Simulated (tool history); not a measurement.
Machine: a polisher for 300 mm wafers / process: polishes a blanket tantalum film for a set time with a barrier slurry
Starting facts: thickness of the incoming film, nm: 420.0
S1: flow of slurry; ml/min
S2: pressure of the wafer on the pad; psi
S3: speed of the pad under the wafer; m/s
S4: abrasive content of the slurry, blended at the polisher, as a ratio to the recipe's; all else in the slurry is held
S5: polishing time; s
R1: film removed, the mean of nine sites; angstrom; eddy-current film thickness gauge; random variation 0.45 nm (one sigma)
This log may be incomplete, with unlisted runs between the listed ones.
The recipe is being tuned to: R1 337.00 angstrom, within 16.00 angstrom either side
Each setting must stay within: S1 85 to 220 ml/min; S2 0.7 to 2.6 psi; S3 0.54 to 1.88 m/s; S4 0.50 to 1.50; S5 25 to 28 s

Run 1, day 0.000: S1 140 ml/min, S2 1.6 psi, S3 1.20 m/s, S4 1.00, S5 28 s. Result: R1 526.52 angstrom.
Run 2, day 0.271: S1 140 ml/min, S2 1.6 psi, S3 1.20 m/s, S4 1.20, S5 28 s. Result: R1 573.06 angstrom.
Run 3, day 0.325: S1 175 ml/min, S2 1.6 psi, S3 1.20 m/s, S4 1.20, S5 28 s. Result: R1 584.65 angstrom.
Run 4, day 0.525: S1 175 ml/min, S2 1.5 psi, S3 1.20 m/s, S4 1.20, S5 28 s. Result: R1 541.97 angstrom.
Run 5, day 0.754: S1 175 ml/min, S2 1.4 psi, S3 1.20 m/s, S4 1.20, S5 28 s. Result: R1 510.92 angstrom.
Run 6, day 0.812: S1 175 ml/min, S2 1.3 psi, S3 1.20 m/s, S4 1.20, S5 28 s. Result: R1 475.81 angstrom.
Run 7, day 0.838: S1 175 ml/min, S2 1.2 psi, S3 1.20 m/s, S4 1.20, S5 28 s. Result: R1 445.82 angstrom.
Run 8, day 1.212: S1 175 ml/min, S2 1.0 psi, S3 1.18 m/s, S4 1.20, S5 28 s. Result: R1 367.71 angstrom.

5 candidate next runs follow, results not yet known. Just one meets every target within its allowed miss. Identify it.
Run A, day 1.588: S1 145 ml/min, S2 1.2 psi, S3 1.02 m/s, S4 1.35, S5 28 s. Result: R1 ?.
Run B, day 1.588: S1 190 ml/min, S2 1.2 psi, S3 1.00 m/s, S4 1.15, S5 28 s. Result: R1 ?.
Run C, day 1.588: S1 180 ml/min, S2 1.2 psi, S3 1.08 m/s, S4 1.20, S5 27 s. Result: R1 ?.
Run D, day 1.588: S1 200 ml/min, S2 1.1 psi, S3 1.06 m/s, S4 1.25, S5 28 s. Result: R1 ?.
Run E, day 1.588: S1 160 ml/min, S2 0.8 psi, S3 1.28 m/s, S4 1.30, S5 28 s. Result: R1 ?.

move      R1
   A  393.97
   B  379.25
   C  397.10
   D  381.93
   E  339.12
A: misses by more than the last run did
B: misses by more than the last run did
C: misses by more than the last run did
D: misses by more than the last run did
E: in spec on every target
The move that meets every target is E.

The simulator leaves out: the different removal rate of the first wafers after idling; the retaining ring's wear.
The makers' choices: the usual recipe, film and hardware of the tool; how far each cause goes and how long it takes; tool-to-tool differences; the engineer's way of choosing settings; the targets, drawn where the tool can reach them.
